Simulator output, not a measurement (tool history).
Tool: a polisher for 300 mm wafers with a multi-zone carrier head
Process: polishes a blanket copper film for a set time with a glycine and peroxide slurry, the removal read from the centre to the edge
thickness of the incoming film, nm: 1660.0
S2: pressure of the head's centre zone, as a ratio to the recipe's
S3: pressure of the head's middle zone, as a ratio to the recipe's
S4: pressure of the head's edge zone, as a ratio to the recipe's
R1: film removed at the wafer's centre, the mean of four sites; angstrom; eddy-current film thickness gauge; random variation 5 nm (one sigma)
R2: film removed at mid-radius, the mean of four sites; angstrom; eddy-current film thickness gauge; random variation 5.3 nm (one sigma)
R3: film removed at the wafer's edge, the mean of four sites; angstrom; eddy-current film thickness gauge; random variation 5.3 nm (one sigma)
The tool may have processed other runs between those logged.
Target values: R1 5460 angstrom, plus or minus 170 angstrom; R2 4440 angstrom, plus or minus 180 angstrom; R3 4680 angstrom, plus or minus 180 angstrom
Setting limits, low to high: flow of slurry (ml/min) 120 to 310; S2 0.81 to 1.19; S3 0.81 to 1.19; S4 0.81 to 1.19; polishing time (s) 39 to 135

Run 1, hour 0: flow of slurry (ml/min) 200, S2 1, S3 1, S4 1, polishing time (s) 87. Result: R1 5768.9 angstrom, R2 5797.1 angstrom, R3 5819.8 angstrom.
Run 2, hour 1.9: flow of slurry (ml/min) 200, S2 1.05, S3 1, S4 1, polishing time (s) 87. Result: R1 6029.5 angstrom, R2 5908.8 angstrom, R3 5777.2 angstrom.
Run 3, hour 8.1: flow of slurry (ml/min) 200, S2 1.06, S3 0.98, S4 0.99, polishing time (s) 86. Result: R1 6116.7 angstrom, R2 5578.7 angstrom, R3 5692.4 angstrom.
Run 4, hour 16.3: flow of slurry (ml/min) 195, S2 1.06, S3 0.97, S4 0.97, polishing time (s) 85. Result: R1 6054.2 angstrom, R2 5502.9 angstrom, R3 5601.6 angstrom.
Run 5, hour 22.2: flow of slurry (ml/min) 195, S2 1.14, S3 0.97, S4 0.97, polishing time (s) 85. Result: R1 6416.4 angstrom, R2 5559.2 angstrom, R3 5586.9 angstrom.
Run 6, hour 27.1: flow of slurry (ml/min) 195, S2 1.17, S3 0.97, S4 0.97, polishing time (s) 85. Result: R1 6645.5 angstrom, R2 5536.7 angstrom, R3 5639.9 angstrom.
Run 7, hour 33.6: flow of slurry (ml/min) 195, S2 1.16, S3 0.96, S4 0.96, polishing time (s) 84. Result: R1 6432.7 angstrom, R2 5339 angstrom, R3 5601.7 angstrom.
Run 8, hour 34.9: flow of slurry (ml/min) 195, S2 1.16, S3 0.96, S4 0.95, polishing time (s) 83. Result: R1 6477.2 angstrom, R2 5352.2 angstrom, R3 5479.6 angstrom.
Run 9, hour 40.4: flow of slurry (ml/min) 190, S2 1.15, S3 0.95, S4 0.94, polishing time (s) 82. Result: R1 6316.6 angstrom, R2 5215.3 angstrom, R3 5319.6 angstrom.
Run 10, hour 49.2: flow of slurry (ml/min) 185, S2 1.14, S3 0.94, S4 0.93, polishing time (s) 81. Result: R1 6223.7 angstrom, R2 5055.1 angstrom, R3 5270.1 angstrom.
Run 11, hour 57: flow of slurry (ml/min) 185, S2 1.13, S3 0.94, S4 0.92, polishing time (s) 80. Result: R1 6051.9 angstrom, R2 5095.3 angstrom, R3 5091.5 angstrom.
Run 12, hour 63: flow of slurry (ml/min) 180, S2 1.12, S3 0.93, S4 0.92, polishing time (s) 80. Result: R1 5945.9 angstrom, R2 4993.9 angstrom, R3 5001.4 angstrom.
Run 13, hour 69.4: flow of slurry (ml/min) 175, S2 1.12, S3 0.92, S4 0.92, polishing time (s) 80. Result: R1 5855.8 angstrom, R2 4887.4 angstrom, R3 5156.7 angstrom.

Below are 5 possible settings for the next run. Only one of them brings all results inside the allowed miss of their targets. Which is it?
Run A, hour 75.8: flow of slurry (ml/min) 120, S2 1.16, S3 0.98, S4 1, polishing time (s) 73. Result: R1 ?, R2 ?, R3 ?.
Run B, hour 75.8: flow of slurry (ml/min) 125, S2 1.01, S3 0.84, S4 1.06, polishing time (s) 91. Result: R1 ?, R2 ?, R3 ?.
Run C, hour 75.8: flow of slurry (ml/min) 120, S2 1.14, S3 0.9, S4 0.85, polishing time (s) 79. Result: R1 ?, R2 ?, R3 ?.
Run D, hour 75.8: flow of slurry (ml/min) 170, S2 1.16, S3 0.82, S4 0.97, polishing time (s) 71. Result: R1 ?, R2 ?, R3 ?.
Run E, hour 75.8: flow of slurry (ml/min) 125, S2 1.08, S3 0.95, S4 0.82, polishing time (s) 81. Result: R1 ?, R2 ?, R3 ?.

move      R1      R2      R3
   A  5204.5  4488.5  4609.8
   B  5693.5  4966.3  5941.8
   C  5531.8  4525.1  4665.7
   D  5420.8  4005.5  4634.1
   E  5424.2  4894.8  4739.9
A: the worst result of the last run now meets its target, but another is out of spec
B: its largest miss is bigger than the last run's
C: every result within its allowed miss
D: the worst result of the last run now meets its target, but another is out of spec
E: the worst result of the last run now meets its target, but another is out of spec
C is the move that brings every result within its allowed miss.

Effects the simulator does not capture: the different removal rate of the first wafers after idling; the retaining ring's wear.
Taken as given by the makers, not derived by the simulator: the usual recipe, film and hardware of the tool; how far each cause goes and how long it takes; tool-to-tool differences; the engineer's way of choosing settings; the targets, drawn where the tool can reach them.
